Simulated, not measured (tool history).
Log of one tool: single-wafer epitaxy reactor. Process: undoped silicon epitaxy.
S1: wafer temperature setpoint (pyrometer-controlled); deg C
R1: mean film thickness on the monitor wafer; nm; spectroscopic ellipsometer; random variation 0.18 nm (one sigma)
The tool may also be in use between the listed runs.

run 1 hour=0.0 | S1=675 deposition_time_(s)=303 | R1=96.590
run 2 hour=3.1 | S1=668 deposition_time_(s)=293 | R1=82.533
run 3 hour=7.3 | S1=668 deposition_time_(s)=253 | R1=70.975
run 4 hour=15.5 | S1=664 deposition_time_(s)=252 | R1=65.556
run 5 hour=21.3 | S1=664 deposition_time_(s)=275 | R1=71.414
run 6 hour=22.1 | S1=664 deposition_time_(s)=306 | R1=79.928
run 7 hour=26.1 | S1=660 deposition_time_(s)=292 | R1=70.684

The next listed run, before its measurement:
run 8 hour=34.8 | S1=657 deposition_time_(s)=283 | R1=?

R1: 64.452 nm

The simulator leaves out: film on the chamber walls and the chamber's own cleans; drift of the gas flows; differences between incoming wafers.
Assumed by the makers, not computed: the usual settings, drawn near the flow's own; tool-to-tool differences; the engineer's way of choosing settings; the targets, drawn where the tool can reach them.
